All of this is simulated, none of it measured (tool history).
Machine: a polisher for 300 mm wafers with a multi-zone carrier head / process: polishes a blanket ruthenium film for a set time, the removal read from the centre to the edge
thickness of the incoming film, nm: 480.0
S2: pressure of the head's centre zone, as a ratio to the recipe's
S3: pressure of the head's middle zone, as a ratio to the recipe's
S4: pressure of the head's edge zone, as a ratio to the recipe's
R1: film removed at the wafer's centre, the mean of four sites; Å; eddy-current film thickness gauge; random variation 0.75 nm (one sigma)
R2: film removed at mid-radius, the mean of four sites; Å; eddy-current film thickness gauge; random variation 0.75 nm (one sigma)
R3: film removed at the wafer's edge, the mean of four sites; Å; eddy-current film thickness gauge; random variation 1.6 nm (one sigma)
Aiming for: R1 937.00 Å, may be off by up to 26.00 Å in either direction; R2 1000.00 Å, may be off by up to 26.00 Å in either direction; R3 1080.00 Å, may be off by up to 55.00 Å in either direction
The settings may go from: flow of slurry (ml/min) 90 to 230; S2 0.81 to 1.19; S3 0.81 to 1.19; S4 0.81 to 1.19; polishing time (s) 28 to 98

Run 1, hour 0.0: flow of slurry (ml/min) 150, S2 1.00, S3 1.00, S4 1.00, polishing time (s) 63. Result: R1 705.77 Å, R2 711.26 Å, R3 662.27 Å.
Run 2, hour 2.2: flow of slurry (ml/min) 125, S2 1.00, S3 1.00, S4 1.00, polishing time (s) 63. Result: R1 671.92 Å, R2 686.15 Å, R3 647.12 Å.
Run 3, hour 7.4: flow of slurry (ml/min) 125, S2 0.99, S3 0.99, S4 1.03, polishing time (s) 67. Result: R1 718.23 Å, R2 722.56 Å, R3 724.45 Å.
Run 4, hour 9.0: flow of slurry (ml/min) 125, S2 0.99, S3 0.93, S4 1.03, polishing time (s) 67. Result: R1 699.70 Å, R2 681.27 Å, R3 703.98 Å.
At hour 13.2: edge zone pressure recalibrated.
Run 5, hour 13.2: flow of slurry (ml/min) 125, S2 0.99, S3 0.93, S4 1.03, polishing time (s) 76. Result: R1 803.60 Å, R2 775.62 Å, R3 823.68 Å.
Run 6, hour 17.0: flow of slurry (ml/min) 140, S2 0.99, S3 0.93, S4 1.03, polishing time (s) 76. Result: R1 825.45 Å, R2 790.12 Å, R3 868.85 Å.
Run 7, hour 18.0: flow of slurry (ml/min) 150, S2 0.98, S3 0.95, S4 1.04, polishing time (s) 76. Result: R1 843.66 Å, R2 814.59 Å, R3 860.01 Å.
Run 8, hour 25.7: flow of slurry (ml/min) 155, S2 0.96, S3 0.97, S4 1.06, polishing time (s) 77. Result: R1 834.87 Å, R2 840.48 Å, R3 893.07 Å.
Run 9, hour 26.3: flow of slurry (ml/min) 160, S2 0.96, S3 0.99, S4 1.08, polishing time (s) 78. Result: R1 842.19 Å, R2 869.84 Å, R3 930.09 Å.

Exercise: of the 4 proposed moves below, exactly one satisfies all targets within the stated allowed misses. Which move is it?
Run A, hour 26.9: flow of slurry (ml/min) 170, S2 0.85, S3 0.87, S4 1.19, polishing time (s) 98. Result: R1 ?, R2 ?, R3 ?.
Run B, hour 26.9: flow of slurry (ml/min) 200, S2 0.88, S3 0.97, S4 1.15, polishing time (s) 87. Result: R1 ?, R2 ?, R3 ?.
Run C, hour 26.9: flow of slurry (ml/min) 195, S2 0.89, S3 0.98, S4 1.11, polishing time (s) 81. Result: R1 ?, R2 ?, R3 ?.
Run D, hour 26.9: flow of slurry (ml/min) 135, S2 1.00, S3 0.99, S4 0.98, polishing time (s) 86. Result: R1 ?, R2 ?, R3 ?.

move       R1      R2       R3
   A  1004.60  992.87  1217.80
   B   936.11  989.46  1080.40
   C   873.75  925.83   984.99
   D   925.49  929.98   938.76
A: the furthest-off result lands on target, but another misses its tolerance
B: all results in spec
C: closer than the last run, but not yet in spec
D: closer than the last run, but not yet in spec
Go with B: it meets all targets.
